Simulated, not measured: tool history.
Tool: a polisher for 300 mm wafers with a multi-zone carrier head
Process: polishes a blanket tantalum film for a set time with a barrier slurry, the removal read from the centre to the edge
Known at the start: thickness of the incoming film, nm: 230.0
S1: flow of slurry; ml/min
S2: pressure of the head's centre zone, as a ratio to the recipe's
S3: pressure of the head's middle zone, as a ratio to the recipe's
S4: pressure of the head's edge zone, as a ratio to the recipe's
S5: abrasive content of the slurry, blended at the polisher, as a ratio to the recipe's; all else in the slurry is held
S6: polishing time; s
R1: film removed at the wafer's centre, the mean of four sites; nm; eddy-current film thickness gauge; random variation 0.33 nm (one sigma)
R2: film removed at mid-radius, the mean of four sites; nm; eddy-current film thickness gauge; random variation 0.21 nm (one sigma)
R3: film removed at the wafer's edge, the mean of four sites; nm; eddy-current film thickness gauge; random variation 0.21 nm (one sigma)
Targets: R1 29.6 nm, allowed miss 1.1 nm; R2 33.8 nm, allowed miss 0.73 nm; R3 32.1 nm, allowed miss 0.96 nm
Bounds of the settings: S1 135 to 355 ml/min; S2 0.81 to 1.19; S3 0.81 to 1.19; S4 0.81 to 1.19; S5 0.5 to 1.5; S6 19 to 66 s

Run 1, hour 0: S1 225 ml/min, S2 1, S3 1, S4 1, S5 1, S6 42 s. Result: R1 48.34 nm, R2 47.66 nm, R3 47.633 nm.
Run 2, hour 3.7: S1 220 ml/min, S2 0.97, S3 0.99, S4 0.97, S5 0.9, S6 41 s. Result: R1 44.98 nm, R2 44.503 nm, R3 44.762 nm.
Run 3, hour 8.3: S1 220 ml/min, S2 1.05, S3 0.99, S4 0.97, S5 0.9, S6 41 s. Result: R1 48.392 nm, R2 44.98 nm, R3 44.492 nm.
Run 4, hour 16.5: S1 215 ml/min, S2 1, S3 1, S4 0.95, S5 0.8, S6 39 s. Result: R1 41.477 nm, R2 41.139 nm, R3 40.217 nm.
Run 5, hour 22.9: S1 215 ml/min, S2 1, S3 1.06, S4 0.95, S5 0.8, S6 39 s. Result: R1 41.286 nm, R2 42.796 nm, R3 40.447 nm.
Run 6, hour 28.8: S1 215 ml/min, S2 1, S3 1.06, S4 0.87, S5 0.8, S6 39 s. Result: R1 41.841 nm, R2 42.898 nm, R3 38.433 nm.
Run 7, hour 37.6: S1 215 ml/min, S2 1, S3 1.06, S4 0.87, S5 0.8, S6 39 s. Result: R1 40.452 nm, R2 42.866 nm, R3 38.128 nm.
Run 8, hour 42.8: S1 205 ml/min, S2 0.97, S3 1.04, S4 0.86, S5 0.75, S6 39 s. Result: R1 38.875 nm, R2 40.759 nm, R3 37.179 nm.
Run 9, hour 50.2: S1 175 ml/min, S2 0.87, S3 1.02, S4 0.85, S5 0.5, S6 36 s. Result: R1 24.781 nm, R2 29.056 nm, R3 27.004 nm.
Run 10, hour 52.1: S1 240 ml/min, S2 0.89, S3 1.03, S4 0.95, S5 0.5, S6 36 s. Result: R1 27.241 nm, R2 30.906 nm, R3 29.534 nm.
Run 11, hour 56: S1 305 ml/min, S2 0.89, S3 1.07, S4 1.03, S5 0.55, S6 36 s. Result: R1 29.356 nm, R2 34.798 nm, R3 33.366 nm.

Which of these 4 next moves meets every target?
Run A, hour 59.9: S1 320 ml/min, S2 0.89, S3 1.11, S4 1.06, S5 0.5, S6 34 s. Result: R1 ?, R2 ?, R3 ?.
Run B, hour 59.9: S1 340 ml/min, S2 0.98, S3 1.06, S4 0.83, S5 0.5, S6 37 s. Result: R1 ?, R2 ?, R3 ?.
Run C, hour 59.9: S1 325 ml/min, S2 0.84, S3 0.96, S4 0.85, S5 0.5, S6 40 s. Result: R1 ?, R2 ?, R3 ?.
Run D, hour 59.9: S1 315 ml/min, S2 0.91, S3 1.05, S4 1, S5 0.55, S6 33 s. Result: R1 ?, R2 ?, R3 ?.

move      R1      R2      R3
   A  26.148  32.585   29.92
   B  31.539  34.275  29.177
   C  29.036  33.962  31.821
   D  27.433  31.896  29.882
A: takes the result that was furthest off past its target
B: brings the result that was furthest off to its target, and leaves another outside
C: meets every target
D: takes the result that was furthest off past its target
Answer: C

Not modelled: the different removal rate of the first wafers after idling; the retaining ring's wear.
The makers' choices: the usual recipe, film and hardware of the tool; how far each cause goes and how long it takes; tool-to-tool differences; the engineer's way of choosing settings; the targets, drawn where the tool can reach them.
